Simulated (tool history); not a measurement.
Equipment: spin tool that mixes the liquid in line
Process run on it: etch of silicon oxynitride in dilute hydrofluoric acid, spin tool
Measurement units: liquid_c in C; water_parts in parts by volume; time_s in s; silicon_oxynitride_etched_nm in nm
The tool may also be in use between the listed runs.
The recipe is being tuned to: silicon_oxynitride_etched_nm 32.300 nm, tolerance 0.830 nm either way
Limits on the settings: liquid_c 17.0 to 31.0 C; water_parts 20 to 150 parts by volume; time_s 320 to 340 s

run	day	liquid_c	water_parts	time_s	silicon_oxynitride_etched_nm
1	0.000	23.0	85	320	20.729
2	0.033	23.0	85	320	20.668
3	0.283	25.0	85	320	22.721
4	0.358	25.0	85	340	24.191
5	0.429	25.0	105	340	19.189
6	0.583	28.0	105	340	21.935
7	0.733	29.0	100	340	24.164
# day 0.921: thermometer replaced
8	0.921	29.5	95	340	23.724
9	1.100	30.0	85	340	27.158
10	1.204	31.0	70	340	35.230

Which one of the following 4 next-run settings gets every result inside its allowed miss? There is exactly one.
A	1.308	30.5	70	320	?
B	1.308	29.5	55	320	?
C	1.308	30.5	75	320	?
D	1.308	31.0	75	320	?

move	silicon_oxynitride_etched_nm
A	32.418
B	40.021
C	30.096
D	30.787
A: every result lands within tolerance
B: its largest miss is bigger than the last run's
C: the result that was furthest off in the last run now lies on the other side of its target
D: the result that was furthest off in the last run now lies on the other side of its target
Answer: A

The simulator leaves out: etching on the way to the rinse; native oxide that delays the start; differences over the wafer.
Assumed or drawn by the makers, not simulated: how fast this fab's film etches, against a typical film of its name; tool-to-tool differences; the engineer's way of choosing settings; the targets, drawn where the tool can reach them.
